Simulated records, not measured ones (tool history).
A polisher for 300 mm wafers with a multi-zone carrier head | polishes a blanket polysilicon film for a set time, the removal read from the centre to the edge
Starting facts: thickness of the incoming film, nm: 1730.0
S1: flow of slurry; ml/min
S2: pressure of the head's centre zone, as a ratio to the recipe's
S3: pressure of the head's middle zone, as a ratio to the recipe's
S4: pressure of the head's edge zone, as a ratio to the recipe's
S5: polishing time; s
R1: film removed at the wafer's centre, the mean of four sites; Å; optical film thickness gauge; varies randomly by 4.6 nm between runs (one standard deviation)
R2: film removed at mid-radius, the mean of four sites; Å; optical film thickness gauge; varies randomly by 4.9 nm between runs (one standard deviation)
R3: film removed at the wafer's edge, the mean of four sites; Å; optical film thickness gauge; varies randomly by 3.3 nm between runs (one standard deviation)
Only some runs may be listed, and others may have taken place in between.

| run | day | S1 | S2 | S3 | S4 | S5 | R1 | R2 | R3 |
|---|---|---|---|---|---|---|---|---|---|
| 1 | 0 | 130 | 1 | 1 | 1 | 69 | 6670.8 | 6723.4 | 6804.9 |
| 2 | 0.158 | 130 | 1 | 1 | 1 | 53 | 5080.9 | 5096.7 | 5253.2 |
| 3 | 0.517 | 130 | 1 | 1 | 0.92 | 53 | 5163.7 | 5155.2 | 5036.6 |
| 4 | 0.838 | 125 | 0.98 | 0.98 | 0.92 | 53 | 5026.4 | 4990.9 | 4991.5 |
| 5 | 0.883 | 120 | 0.96 | 0.97 | 0.92 | 53 | 4852.6 | 4919.7 | 4904.9 |
| 6 | 0.979 | 115 | 0.94 | 0.96 | 0.93 | 53 | 4559.5 | 4809.6 | 4977.8 |
| 7 | 1.292 | 85 | 0.93 | 0.9 | 0.89 | 52 | 4046.8 | 4183.8 | 4483.6 |
| 8 | 1.342 | 85 | 0.93 | 0.9 | 0.9 | 52 | 4009.6 | 4216.5 | 4521.6 |
| 9 | 1.571 | 85 | 0.93 | 0.9 | 0.91 | 52 | 4004.2 | 4119.8 | 4525.9 |

For run 10, what comes out?
| 10 | 1.742 | 90 | 0.93 | 0.9 | 0.91 | 52 | ? | ? | ? |

R1: 4060.7 Å
R2: 4275.9 Å
R3: 4553 Å
